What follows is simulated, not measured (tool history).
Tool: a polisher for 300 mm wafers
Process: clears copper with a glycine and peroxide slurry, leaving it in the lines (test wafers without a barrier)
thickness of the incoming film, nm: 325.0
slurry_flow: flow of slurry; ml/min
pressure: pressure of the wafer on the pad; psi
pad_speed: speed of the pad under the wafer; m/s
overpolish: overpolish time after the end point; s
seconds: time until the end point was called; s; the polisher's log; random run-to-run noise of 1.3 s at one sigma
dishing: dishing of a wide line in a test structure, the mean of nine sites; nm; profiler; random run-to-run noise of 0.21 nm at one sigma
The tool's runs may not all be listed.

Run 1, hour 0: slurry_flow 215 ml/min, pressure 1.9 psi, pad_speed 0.76 m/s, overpolish 9 s. Result: seconds 118.12 s, dishing 16.088 nm.
Run 2, hour 0.7: slurry_flow 215 ml/min, pressure 2.1 psi, pad_speed 0.76 m/s, overpolish 8 s. Result: seconds 110.5 s, dishing 14.894 nm.
Run 3, hour 9.6: slurry_flow 215 ml/min, pressure 2.3 psi, pad_speed 0.76 m/s, overpolish 7 s. Result: seconds 107.35 s, dishing 14.16 nm.
Run 4, hour 17.4: slurry_flow 215 ml/min, pressure 2 psi, pad_speed 0.76 m/s, overpolish 7 s. Result: seconds 115.83 s, dishing 13.385 nm.
Run 5, hour 21.7: slurry_flow 195 ml/min, pressure 2 psi, pad_speed 0.76 m/s, overpolish 7 s. Result: seconds 113.4 s, dishing 13.031 nm.
Run 6, hour 25.6: slurry_flow 190 ml/min, pressure 2.2 psi, pad_speed 0.78 m/s, overpolish 7 s. Result: seconds 105.62 s, dishing 14.238 nm.
Run 7, hour 27.6: slurry_flow 190 ml/min, pressure 2.3 psi, pad_speed 0.78 m/s, overpolish 6 s. Result: seconds 103.01 s, dishing 12.032 nm.
Run 8, hour 36.3: slurry_flow 190 ml/min, pressure 2.4 psi, pad_speed 0.78 m/s, overpolish 6 s. Result: seconds 101.8 s, dishing 12.71 nm.
Run 9, hour 43.7: slurry_flow 190 ml/min, pressure 2.5 psi, pad_speed 0.8 m/s, overpolish 6 s. Result: seconds 98.325 s, dishing 13.215 nm.

Expected results for the next run?
Run 10, hour 50.6: slurry_flow 190 ml/min, pressure 2.6 psi, pad_speed 0.82 m/s, overpolish 6 s. Result: seconds ?, dishing ?.

Run 10 measured seconds 93.244 s, dishing 13.939 nm.
